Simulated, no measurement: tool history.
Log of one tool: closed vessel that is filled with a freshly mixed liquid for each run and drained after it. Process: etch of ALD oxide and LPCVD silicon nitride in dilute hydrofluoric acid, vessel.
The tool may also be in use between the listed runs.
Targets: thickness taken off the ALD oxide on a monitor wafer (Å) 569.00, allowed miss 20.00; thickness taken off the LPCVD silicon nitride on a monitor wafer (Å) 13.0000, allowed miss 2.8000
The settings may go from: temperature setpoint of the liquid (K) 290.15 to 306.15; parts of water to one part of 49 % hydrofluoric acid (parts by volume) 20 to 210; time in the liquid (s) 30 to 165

| run | hour | temperature setpoint of the liquid (K) | parts of water to one part of 49 % hydrofluoric acid (parts by volume) | time in the liquid (s) | thickness taken off the ALD oxide on a monitor wafer (Å) | thickness taken off the LPCVD silicon nitride on a monitor wafer (Å) |
|---|---|---|---|---|---|---|
| 1 | 0.0 | 298.15 | 115 | 85 | 175.11 | 4.4409 |
| 2 | 3.7 | 298.65 | 100 | 85 | 209.73 | 5.0291 |
| 3 | 5.2 | 298.65 | 135 | 85 | 147.56 | 3.6778 |
| 4 | 14.1 | 299.65 | 120 | 85 | 177.82 | 4.1763 |
| 5 | 16.4 | 301.65 | 120 | 85 | 194.67 | 4.1715 |
| 6 | 22.5 | 301.65 | 105 | 85 | 224.15 | 6.0645 |
| 7 | 29.5 | 301.65 | 95 | 85 | 250.50 | 6.8633 |
| 8 | 37.7 | 302.65 | 45 | 85 | 593.47 | 14.4240 |

Below are 5 possible settings for the next run. Only one of them brings all results inside the allowed miss of their targets. Which is it?
| A | 45.9 | 298.65 | 20 | 45 | ? | ? |
| B | 45.9 | 301.65 | 30 | 55 | ? | ? |
| C | 45.9 | 291.65 | 20 | 60 | ? | ? |
| D | 45.9 | 304.65 | 80 | 160 | ? | ? |
| E | 45.9 | 299.15 | 35 | 80 | ? | ? |

| move | thickness taken off the ALD oxide on a monitor wafer (Å) | thickness taken off the LPCVD silicon nitride on a monitor wafer (Å) |
|---|---|---|
| A | 631.76 | 12.8020 |
| B | 573.84 | 12.9440 |
| C | 624.08 | 10.4940 |
| D | 652.25 | 17.3260 |
| E | 641.41 | 13.7250 |
A: lands further from the targets than the last run did
B: each result inside its tolerance
C: lands further from the targets than the last run did
D: lands further from the targets than the last run did
E: lands further from the targets than the last run did
Go with B: it meets all targets.
